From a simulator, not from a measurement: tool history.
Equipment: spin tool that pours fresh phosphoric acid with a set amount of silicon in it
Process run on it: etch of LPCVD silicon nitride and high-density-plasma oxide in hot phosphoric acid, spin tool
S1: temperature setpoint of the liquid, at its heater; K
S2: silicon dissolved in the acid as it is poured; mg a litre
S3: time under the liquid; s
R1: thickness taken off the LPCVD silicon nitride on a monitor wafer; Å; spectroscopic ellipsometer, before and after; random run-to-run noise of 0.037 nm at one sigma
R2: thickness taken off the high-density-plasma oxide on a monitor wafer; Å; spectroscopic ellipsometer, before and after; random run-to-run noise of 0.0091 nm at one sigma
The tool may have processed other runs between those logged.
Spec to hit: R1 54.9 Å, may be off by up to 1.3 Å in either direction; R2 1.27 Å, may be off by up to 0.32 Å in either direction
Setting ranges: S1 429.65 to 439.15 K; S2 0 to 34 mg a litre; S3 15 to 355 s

{"run": 1, "hour": 0.0, "S1": 434.15, "S2": 15, "S3": 180, "R1": 187.14, "R2": 4.6365}
{"run": 2, "hour": 8.9, "S1": 434.15, "S2": 8.5, "S3": 180, "R1": 189.92, "R2": 5.077}
{"run": 3, "hour": 17.7, "S1": 434.15, "S2": 8.5, "S3": 255, "R1": 265.74, "R2": 8.2604}
{"run": 4, "hour": 19.9, "S1": 433.15, "S2": 8.5, "S3": 255, "R1": 255.46, "R2": 7.676}
{"run": 5, "hour": 23.8, "S1": 432.65, "S2": 12, "S3": 205, "R1": 204.73, "R2": 4.8914}
{"run": 6, "hour": 31.4, "S1": 432.15, "S2": 9.5, "S3": 165, "R1": 160.52, "R2": 4.0015}
{"run": 7, "hour": 34.4, "S1": 431.65, "S2": 7.5, "S3": 135, "R1": 130.61, "R2": 3.4316}
{"run": 8, "hour": 41.4, "S1": 431.15, "S2": 6, "S3": 110, "R1": 104.64, "R2": 2.5681}
{"run": 9, "hour": 47.4, "S1": 430.65, "S2": 5, "S3": 90, "R1": 84.351, "R2": 1.8958}
{"run": 10, "hour": 49.1, "S1": 430.65, "S2": 4, "S3": 80, "R1": 74.228, "R2": 2.371}
{"run": 11, "hour": 52.2, "S1": 430.65, "S2": 5, "S3": 70, "R1": 65.403, "R2": 1.6316}
{"run": 12, "hour": 53.8, "S1": 430.65, "S2": 5, "S3": 65, "R1": 60.469, "R2": 1.5108}
{"run": 13, "hour": 61.2, "S1": 430.65, "S2": 5.5, "S3": 65, "R1": 60.835, "R2": 1.5788}
{"run": 14, "hour": 64.9, "S1": 430.65, "S2": 7, "S3": 65, "R1": 60.004, "R2": 1.5631}
{"run": 15, "hour": 67.3, "S1": 430.65, "S2": 7.5, "S3": 65, "R1": 60.185, "R2": 1.5675}
{"run": 16, "hour": 75.9, "S1": 430.65, "S2": 8, "S3": 65, "R1": 59.543, "R2": 1.5921}
{"run": 17, "hour": 82.6, "S1": 429.65, "S2": 13.5, "S3": 55, "R1": 49.771, "R2": 0.9341}
{"run": 18, "hour": 90.6, "S1": 430.15, "S2": 13.5, "S3": 55, "R1": 50.437, "R2": 1.2255}
{"run": 19, "hour": 98.5, "S1": 430.15, "S2": 13.5, "S3": 55, "R1": 50.484, "R2": 1.0088}
{"run": 20, "hour": 99.1, "S1": 430.65, "S2": 13.5, "S3": 55, "R1": 51.001, "R2": 1.1211}
{"run": 21, "hour": 101.6, "S1": 430.65, "S2": 13, "S3": 55, "R1": 50.908, "R2": 1.1481}
{"run": 22, "hour": 109.2, "S1": 430.65, "S2": 12.5, "S3": 55, "R1": 50.998, "R2": 1.2909}
{"run": 23, "hour": 113.9, "S1": 430.65, "S2": 11.5, "S3": 55, "R1": 51.401, "R2": 1.1547}
{"run": 24, "hour": 119.7, "S1": 430.65, "S2": 11, "S3": 55, "R1": 51.216, "R2": 1.3405}

Which one of the following 4 next-run settings gets every result inside its allowed miss? There is exactly one.
{"run": "A", "hour": 125.5, "S1": 429.65, "S2": 13, "S3": 55, "R1": "?", "R2": "?"}
{"run": "B", "hour": 125.5, "S1": 430.15, "S2": 11.5, "S3": 60, "R1": "?", "R2": "?"}
{"run": "C", "hour": 125.5, "S1": 436.15, "S2": 9.5, "S3": 45, "R1": "?", "R2": "?"}
{"run": "D", "hour": 125.5, "S1": 434.15, "S2": 9, "S3": 45, "R1": "?", "R2": "?"}

move=A R1=49.626 R2=1.1639
move=B R1=55.069 R2=1.3654
move=C R1=50.523 R2=1.6709
move=D R1=47.269 R2=1.4585
A: further off than the last run
B: each result inside its tolerance
C: further off than the last run
D: further off than the last run
So the answer is move B, the one that meets all the targets.

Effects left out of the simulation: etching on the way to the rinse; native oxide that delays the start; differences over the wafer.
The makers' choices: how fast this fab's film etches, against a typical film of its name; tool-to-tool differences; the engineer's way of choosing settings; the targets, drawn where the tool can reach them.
